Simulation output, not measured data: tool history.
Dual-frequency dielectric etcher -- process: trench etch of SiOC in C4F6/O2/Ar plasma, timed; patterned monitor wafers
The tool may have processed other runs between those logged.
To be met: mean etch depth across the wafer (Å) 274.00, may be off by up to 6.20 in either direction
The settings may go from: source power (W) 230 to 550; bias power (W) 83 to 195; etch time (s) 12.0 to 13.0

run    day  source power (W)  bias power (W)  etch time (s)  mean etch depth across the wafer (Å)
  1  0.000               390             139           13.0                                239.02
  2  0.375               390             117           13.0                                226.58
  3  0.583               360             117           13.0                                221.72
  4  0.679               380             121           13.0                                227.39
  5  0.892               400             124           13.0                                232.92
  6  0.950               400             133           13.0                                239.34
  7  1.050               480             144           13.0                                261.53
  8  1.183               490             145           13.0                                263.90
  9  1.517               490             146           13.0                                264.97

Below are 4 possible settings for the next run. Only one of them brings all results inside the allowed miss of their targets. Which is it?
  A  1.850               550             160           12.0                                     ?
  B  1.850               480             143           12.5                                     ?
  C  1.850               510             164           12.0                                     ?
  D  1.850               500             165           13.0                                     ?

move  mean etch depth across the wafer (Å)
   A                                259.84
   B                                248.90
   C                                255.09
   D                                275.00
A: the biggest miss grows against the last run
B: the biggest miss grows against the last run
C: the biggest miss grows against the last run
D: meets every target
Go with D: it meets all targets.
